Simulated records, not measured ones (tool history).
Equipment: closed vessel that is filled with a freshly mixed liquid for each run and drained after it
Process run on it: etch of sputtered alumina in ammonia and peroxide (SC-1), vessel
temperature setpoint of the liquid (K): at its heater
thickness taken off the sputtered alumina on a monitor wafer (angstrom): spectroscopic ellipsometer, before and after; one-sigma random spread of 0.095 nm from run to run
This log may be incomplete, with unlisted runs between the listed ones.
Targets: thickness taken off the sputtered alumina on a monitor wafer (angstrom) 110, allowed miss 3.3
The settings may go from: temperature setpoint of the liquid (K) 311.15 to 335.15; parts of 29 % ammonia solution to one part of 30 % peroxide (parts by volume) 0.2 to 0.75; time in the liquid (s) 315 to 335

run  hour  temperature setpoint of the liquid (K)  parts of 29 % ammonia solution to one part of 30 % peroxide (parts by volume)  time in the liquid (s)  thickness taken off the sputtered alumina on a monitor wafer (angstrom)
  1     0                                  319.15                                                                           0.45                     315                                                                   92.572
  2   7.3                                  319.65                                                                           0.45                     315                                                                   95.636
  3  14.1                                  319.65                                                                           0.55                     315                                                                   95.089
  4  19.5                                  312.65                                                                           0.55                     315                                                                   64.364
  5  21.9                                  314.15                                                                           0.55                     315                                                                    70.66
  6  23.1                                  315.65                                                                           0.55                     315                                                                   77.561
  7  31.6                                  316.65                                                                           0.55                     315                                                                   80.641
  8  39.8                                  317.65                                                                           0.55                     315                                                                   87.058

Which one of the following 5 next-run settings gets every result inside its allowed miss? There is exactly one.
  A    48                                  318.65                                                                           0.55                     335                                                                        ?
  B    48                                  313.65                                                                           0.55                     325                                                                        ?
  C    48                                  324.15                                                                            0.4                     315                                                                        ?
  D    48                                  312.65                                                                            0.5                     315                                                                        ?
  E    48                                  320.15                                                                            0.7                     335                                                                        ?

move  thickness taken off the sputtered alumina on a monitor wafer (angstrom)
   A                                                                    98.21
   B                                                                   71.378
   C                                                                   121.69
   D                                                                   64.627
   E                                                                   109.37
A: closes in on the targets versus the last run, not all within tolerance yet
B: misses by more than the last run did
C: takes the result that was furthest off past its target
D: misses by more than the last run did
E: meets every target
E meets every target.

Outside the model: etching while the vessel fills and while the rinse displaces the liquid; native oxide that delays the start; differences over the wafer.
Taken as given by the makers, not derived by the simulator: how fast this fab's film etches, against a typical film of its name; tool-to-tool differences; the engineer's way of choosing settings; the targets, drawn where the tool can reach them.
